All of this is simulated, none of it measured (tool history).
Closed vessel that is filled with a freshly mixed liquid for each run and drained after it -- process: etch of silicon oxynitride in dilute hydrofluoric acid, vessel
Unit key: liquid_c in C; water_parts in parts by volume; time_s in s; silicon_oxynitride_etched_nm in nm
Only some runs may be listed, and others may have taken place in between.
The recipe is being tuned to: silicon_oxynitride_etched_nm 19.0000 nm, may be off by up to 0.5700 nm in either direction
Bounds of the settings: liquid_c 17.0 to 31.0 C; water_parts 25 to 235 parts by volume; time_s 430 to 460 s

| run | hour | liquid_c | water_parts | time_s | silicon_oxynitride_etched_nm |
|---|---|---|---|---|---|
| 1 | 0.0 | 23.0 | 130 | 430 | 9.8951 |
| 2 | 3.0 | 23.0 | 165 | 430 | 7.6274 |
| 3 | 8.7 | 24.5 | 150 | 430 | 9.1297 |
| 4 | 16.2 | 26.0 | 135 | 430 | 10.9410 |
| 5 | 22.2 | 27.0 | 125 | 430 | 12.4770 |
| 6 | 29.1 | 24.0 | 125 | 430 | 10.8590 |
| 7 | 32.1 | 25.5 | 120 | 430 | 12.1310 |
| 8 | 33.4 | 26.5 | 115 | 430 | 13.3180 |
| 9 | 36.7 | 27.5 | 110 | 430 | 14.6800 |
| 10 | 38.0 | 28.0 | 110 | 430 | 14.9950 |
| 11 | 40.7 | 28.5 | 105 | 430 | 16.2410 |
| 12 | 48.4 | 29.0 | 105 | 430 | 16.6140 |
| 13 | 49.1 | 29.5 | 105 | 430 | 16.9990 |
| 14 | 52.3 | 30.0 | 105 | 430 | 17.3430 |

Next run, 4 choices. One meets every target within its allowed miss, the rest don't. Which?
| A | 55.5 | 28.0 | 105 | 450 | ? |
| B | 55.5 | 24.0 | 90 | 430 | ? |
| C | 55.5 | 29.5 | 95 | 430 | ? |
| D | 55.5 | 29.5 | 105 | 430 | ? |

| move | silicon_oxynitride_etched_nm |
|---|---|
| A | 16.5570 |
| B | 15.5320 |
| C | 18.9010 |
| D | 16.9300 |
A: its largest miss is bigger than the last run's
B: its largest miss is bigger than the last run's
C: meets every target
D: its largest miss is bigger than the last run's
The right move is C.
